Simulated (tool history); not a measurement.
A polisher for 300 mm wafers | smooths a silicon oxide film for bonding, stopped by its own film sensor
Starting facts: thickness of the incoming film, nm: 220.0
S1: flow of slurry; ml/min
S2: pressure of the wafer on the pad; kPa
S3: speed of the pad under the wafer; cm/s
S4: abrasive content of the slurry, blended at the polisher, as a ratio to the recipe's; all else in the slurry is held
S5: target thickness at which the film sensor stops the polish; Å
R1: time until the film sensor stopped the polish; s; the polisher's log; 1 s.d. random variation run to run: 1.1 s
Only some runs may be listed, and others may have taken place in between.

run 1 hour=0 | S1=210 S2=15.2 S3=96 S4=1 S5=1550 | R1=83.89
run 2 hour=7.1 | S1=210 S2=15.2 S3=96 S4=0.9 S5=1550 | R1=81.951
run 3 hour=10.4 | S1=210 S2=15.2 S3=96 S4=0.9 S5=1550 | R1=82.906
run 4 hour=14.7 | S1=210 S2=15.2 S3=96 S4=0.9 S5=1520 | R1=88.262
run 5 hour=23.5 | S1=210 S2=15.2 S3=96 S4=1 S5=1520 | R1=81.651
run 6 hour=27.9 | S1=175 S2=15.2 S3=96 S4=1 S5=1520 | R1=88.873
-- hour=28.8 slurry nozzle cleaned
run 7 hour=28.8 | S1=180 S2=16.5 S3=98 S4=1 S5=1520 | R1=78.471
run 8 hour=34.3 | S1=180 S2=17.2 S3=98 S4=1 S5=1520 | R1=74.846

Forecast run 9:
run 9 hour=36.3 | S1=180 S2=17.9 S3=98 S4=1 S5=1520 | R1=?

{"run 9": {"R1": 70.563}}
